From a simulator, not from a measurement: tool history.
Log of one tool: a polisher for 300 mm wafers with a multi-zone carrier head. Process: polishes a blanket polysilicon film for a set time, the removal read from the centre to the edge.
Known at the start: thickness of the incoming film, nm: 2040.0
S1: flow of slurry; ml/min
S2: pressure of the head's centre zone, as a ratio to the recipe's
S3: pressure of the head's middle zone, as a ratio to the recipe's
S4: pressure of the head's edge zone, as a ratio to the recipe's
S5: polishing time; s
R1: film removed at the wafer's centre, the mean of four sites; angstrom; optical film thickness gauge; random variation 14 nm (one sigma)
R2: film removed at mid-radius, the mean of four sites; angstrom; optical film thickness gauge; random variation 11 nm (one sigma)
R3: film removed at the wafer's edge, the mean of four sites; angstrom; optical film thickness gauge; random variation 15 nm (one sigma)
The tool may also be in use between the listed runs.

| run | hour | S1 | S2 | S3 | S4 | S5 | R1 | R2 | R3 |
|---|---|---|---|---|---|---|---|---|---|
| 1 | 0 | 305 | 1 | 1 | 1 | 75 | 7548.2 | 7408.4 | 7251.7 |
| 2 | 8.5 | 305 | 1 | 1.07 | 1 | 75 | 7454.1 | 7775.7 | 7085.3 |
| 3 | 13.6 | 305 | 1 | 1.05 | 1.02 | 78 | 7544.6 | 7777.1 | 7369.5 |
| 4 | 16.9 | 305 | 1 | 1.05 | 1.02 | 95 | 9386 | 9676.5 | 9107.1 |
| 5 | 19.2 | 305 | 1 | 1.05 | 0.93 | 95 | 9263.4 | 9780.1 | 8642 |
| 6 | 26.4 | 370 | 1 | 1.05 | 0.93 | 95 | 9555 | 9905.4 | 8738.1 |

The next listed run, before its measurement:
| 7 | 28.5 | 365 | 0.99 | 1.03 | 0.95 | 95 | ? | ? | ? |

Run 7 gave R1 9256.7 angstrom, R2 9612.6 angstrom, R3 8629.6 angstrom.
